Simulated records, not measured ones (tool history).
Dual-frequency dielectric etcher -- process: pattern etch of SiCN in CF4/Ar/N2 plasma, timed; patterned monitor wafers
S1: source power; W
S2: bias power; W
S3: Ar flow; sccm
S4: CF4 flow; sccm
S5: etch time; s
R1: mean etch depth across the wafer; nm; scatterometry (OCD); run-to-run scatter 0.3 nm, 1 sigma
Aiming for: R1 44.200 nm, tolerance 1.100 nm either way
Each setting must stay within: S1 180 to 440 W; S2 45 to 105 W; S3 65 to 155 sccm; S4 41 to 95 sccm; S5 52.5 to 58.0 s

{"run": 1, "day": 0.0, "S1": 310, "S2": 75, "S3": 110, "S4": 68, "S5": 58.0, "R1": 34.786}
{"run": 2, "day": 0.371, "S1": 310, "S2": 75, "S3": 110, "S4": 57, "S5": 58.0, "R1": 33.9}
{"run": 3, "day": 0.525, "S1": 330, "S2": 76, "S3": 110, "S4": 57, "S5": 58.0, "R1": 35.925}
{"run": 4, "day": 0.842, "S1": 330, "S2": 76, "S3": 110, "S4": 57, "S5": 58.0, "R1": 35.62}
{"run": 5, "day": 1.129, "S1": 350, "S2": 77, "S3": 110, "S4": 57, "S5": 58.0, "R1": 37.309}
{"run": 6, "day": 1.442, "S1": 350, "S2": 82, "S3": 110, "S4": 57, "S5": 58.0, "R1": 38.378}
{"run": 7, "day": 1.796, "S1": 360, "S2": 82, "S3": 110, "S4": 57, "S5": 58.0, "R1": 39.815}
{"run": 8, "day": 2.154, "S1": 370, "S2": 82, "S3": 110, "S4": 57, "S5": 58.0, "R1": 40.258}
{"run": 9, "day": 2.379, "S1": 380, "S2": 82, "S3": 110, "S4": 57, "S5": 58.0, "R1": 41.396}
{"run": 10, "day": 2.446, "S1": 390, "S2": 82, "S3": 110, "S4": 57, "S5": 58.0, "R1": 42.972}

5 next moves are on the table. One of them brings every result within its allowed miss. Which?
{"run": "A", "day": 2.512, "S1": 410, "S2": 102, "S3": 108, "S4": 41, "S5": 52.5, "R1": "?"}
{"run": "B", "day": 2.512, "S1": 440, "S2": 99, "S3": 141, "S4": 61, "S5": 56.5, "R1": "?"}
{"run": "C", "day": 2.512, "S1": 390, "S2": 90, "S3": 108, "S4": 64, "S5": 58.0, "R1": "?"}
{"run": "D", "day": 2.512, "S1": 390, "S2": 72, "S3": 120, "S4": 69, "S5": 57.0, "R1": "?"}
{"run": "E", "day": 2.512, "S1": 430, "S2": 75, "S3": 125, "S4": 52, "S5": 54.0, "R1": "?"}

move=A R1=40.091
move=B R1=46.448
move=C R1=43.940
move=D R1=40.998
move=E R1=40.624
A: lands further from the targets than the last run did
B: the result that was furthest off in the last run now lies on the other side of its target
C: every result lands within tolerance
D: lands further from the targets than the last run did
E: lands further from the targets than the last run did
Go with C: it meets all targets.
